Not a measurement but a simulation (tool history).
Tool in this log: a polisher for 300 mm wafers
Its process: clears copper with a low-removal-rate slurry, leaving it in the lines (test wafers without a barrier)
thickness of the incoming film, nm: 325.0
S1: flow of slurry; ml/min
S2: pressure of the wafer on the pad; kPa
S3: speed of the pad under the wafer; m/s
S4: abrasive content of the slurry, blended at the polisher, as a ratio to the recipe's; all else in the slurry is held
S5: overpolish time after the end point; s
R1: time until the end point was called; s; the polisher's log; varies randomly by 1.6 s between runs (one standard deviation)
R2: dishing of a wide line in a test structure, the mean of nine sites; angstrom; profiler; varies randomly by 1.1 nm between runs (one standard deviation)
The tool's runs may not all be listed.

run	hour	S1	S2	S3	S4	S5	R1	R2
1	0	140	25.5	0.92	1	26	91.186	660.35
2	8.1	140	28.3	0.92	1	26	83.258	697.4
3	15.5	140	28.3	0.92	1	17	85.997	514.75
4	16.4	135	23.4	0.92	1	25	96.193	616.5
5	21.4	135	19.3	0.9	1	30	116.72	611.05
6	24.6	135	17.9	0.9	1	34	122.23	653.9
7	28.9	130	16.5	0.9	1	37	127.41	651.03

What will run 8 give?
8	35.7	130	15.9	0.9	1	40	?	?

R1: 133.16 s
R2: 687.03 angstrom

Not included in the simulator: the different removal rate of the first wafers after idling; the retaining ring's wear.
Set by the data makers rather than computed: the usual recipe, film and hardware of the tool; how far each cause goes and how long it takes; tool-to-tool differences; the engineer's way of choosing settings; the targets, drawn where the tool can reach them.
